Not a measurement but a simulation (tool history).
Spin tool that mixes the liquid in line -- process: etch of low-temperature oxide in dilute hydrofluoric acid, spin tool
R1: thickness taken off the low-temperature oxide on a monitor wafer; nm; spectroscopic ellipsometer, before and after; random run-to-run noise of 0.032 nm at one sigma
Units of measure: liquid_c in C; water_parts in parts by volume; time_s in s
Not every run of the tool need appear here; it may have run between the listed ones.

Run 1, hour 0.0: liquid_c 23.0 C, water_parts 95 parts by volume, time_s 15 s. Result: R1 3.1211 nm.
Run 2, hour 5.4: liquid_c 23.0 C, water_parts 70 parts by volume, time_s 15 s. Result: R1 4.3288 nm.
Run 3, hour 7.8: liquid_c 26.0 C, water_parts 70 parts by volume, time_s 15 s. Result: R1 4.8711 nm.
Run 4, hour 16.4: liquid_c 26.0 C, water_parts 70 parts by volume, time_s 15 s. Result: R1 4.9162 nm.
Run 5, hour 23.3: liquid_c 24.0 C, water_parts 70 parts by volume, time_s 15 s. Result: R1 4.5748 nm.
Run 6, hour 31.5: liquid_c 24.0 C, water_parts 40 parts by volume, time_s 15 s. Result: R1 8.2652 nm.
Run 7, hour 38.0: liquid_c 22.0 C, water_parts 50 parts by volume, time_s 15 s. Result: R1 6.0857 nm.

The next listed run, before its measurement:
Run 8, hour 46.7: liquid_c 20.5 C, water_parts 55 parts by volume, time_s 15 s. Result: R1 ?.

Run 8 measured R1 5.0620 nm.
